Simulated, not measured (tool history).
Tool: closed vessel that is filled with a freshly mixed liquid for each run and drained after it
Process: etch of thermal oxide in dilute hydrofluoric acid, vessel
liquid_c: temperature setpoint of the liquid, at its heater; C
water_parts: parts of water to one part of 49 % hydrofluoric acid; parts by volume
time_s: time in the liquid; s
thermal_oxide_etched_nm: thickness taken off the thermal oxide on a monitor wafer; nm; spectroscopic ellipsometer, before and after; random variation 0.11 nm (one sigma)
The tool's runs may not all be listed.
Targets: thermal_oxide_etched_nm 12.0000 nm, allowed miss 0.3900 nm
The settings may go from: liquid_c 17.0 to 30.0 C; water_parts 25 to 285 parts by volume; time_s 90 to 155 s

{"run": 1, "hour": 0.0, "liquid_c": 22.0, "water_parts": 155, "time_s": 155, "thermal_oxide_etched_nm": 4.0239}
{"run": 2, "hour": 7.2, "liquid_c": 24.5, "water_parts": 120, "time_s": 155, "thermal_oxide_etched_nm": 5.9292}
{"run": 3, "hour": 13.4, "liquid_c": 26.0, "water_parts": 120, "time_s": 155, "thermal_oxide_etched_nm": 6.2413}
{"run": 4, "hour": 22.6, "liquid_c": 26.0, "water_parts": 120, "time_s": 155, "thermal_oxide_etched_nm": 6.2209}
{"run": 5, "hour": 23.6, "liquid_c": 26.0, "water_parts": 120, "time_s": 90, "thermal_oxide_etched_nm": 3.6943}
{"run": 6, "hour": 31.8, "liquid_c": 23.0, "water_parts": 120, "time_s": 90, "thermal_oxide_etched_nm": 3.2362}
{"run": 7, "hour": 34.3, "liquid_c": 25.5, "water_parts": 85, "time_s": 115, "thermal_oxide_etched_nm": 6.739}
{"run": 8, "hour": 39.2, "liquid_c": 27.0, "water_parts": 70, "time_s": 115, "thermal_oxide_etched_nm": 8.9122}
{"run": 9, "hour": 43.6, "liquid_c": 28.0, "water_parts": 65, "time_s": 115, "thermal_oxide_etched_nm": 10.132}
{"run": 10, "hour": 47.8, "liquid_c": 28.5, "water_parts": 65, "time_s": 115, "thermal_oxide_etched_nm": 10.22}

Which of these 4 next moves meets every target?
{"run": "A", "hour": 52.0, "liquid_c": 29.5, "water_parts": 80, "time_s": 150, "thermal_oxide_etched_nm": "?"}
{"run": "B", "hour": 52.0, "liquid_c": 29.0, "water_parts": 50, "time_s": 90, "thermal_oxide_etched_nm": "?"}
{"run": "C", "hour": 52.0, "liquid_c": 27.5, "water_parts": 75, "time_s": 155, "thermal_oxide_etched_nm": "?"}
{"run": "D", "hour": 52.0, "liquid_c": 25.5, "water_parts": 40, "time_s": 90, "thermal_oxide_etched_nm": "?"}

move=A thermal_oxide_etched_nm=10.8630
move=B thermal_oxide_etched_nm=10.6890
move=C thermal_oxide_etched_nm=11.1590
move=D thermal_oxide_etched_nm=11.7730
A: nearer than the last run, and not there yet
B: nearer than the last run, and not there yet
C: nearer than the last run, and not there yet
D: meets every target
The right move is D.
